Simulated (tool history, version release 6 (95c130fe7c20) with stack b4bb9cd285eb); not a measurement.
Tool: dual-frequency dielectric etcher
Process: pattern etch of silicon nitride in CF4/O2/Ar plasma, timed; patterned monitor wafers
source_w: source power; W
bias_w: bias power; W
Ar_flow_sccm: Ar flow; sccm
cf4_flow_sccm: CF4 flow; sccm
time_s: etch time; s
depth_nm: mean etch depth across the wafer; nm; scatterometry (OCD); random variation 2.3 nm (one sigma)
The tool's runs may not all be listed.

run  hour  source_w  bias_w  Ar_flow_sccm  cf4_flow_sccm  time_s  depth_nm
  1   0.0       590      59            72            124   303.5    858.89
  2   0.7       580      59            72            124   303.5    857.20
  3   4.1       560      59            72            124   303.5    839.55
  4  12.0       540      59            72            124   303.5    816.43
  5  12.9       540      59            72            110   303.5    807.83
  6  15.7       540      59            72             95   303.5    797.42
  7  22.3       530      59            72             95   303.5    786.73

The next listed run, before its measurement:
  8  28.5       520      59            72             95   303.5         ?

depth_nm: 779.53 nm

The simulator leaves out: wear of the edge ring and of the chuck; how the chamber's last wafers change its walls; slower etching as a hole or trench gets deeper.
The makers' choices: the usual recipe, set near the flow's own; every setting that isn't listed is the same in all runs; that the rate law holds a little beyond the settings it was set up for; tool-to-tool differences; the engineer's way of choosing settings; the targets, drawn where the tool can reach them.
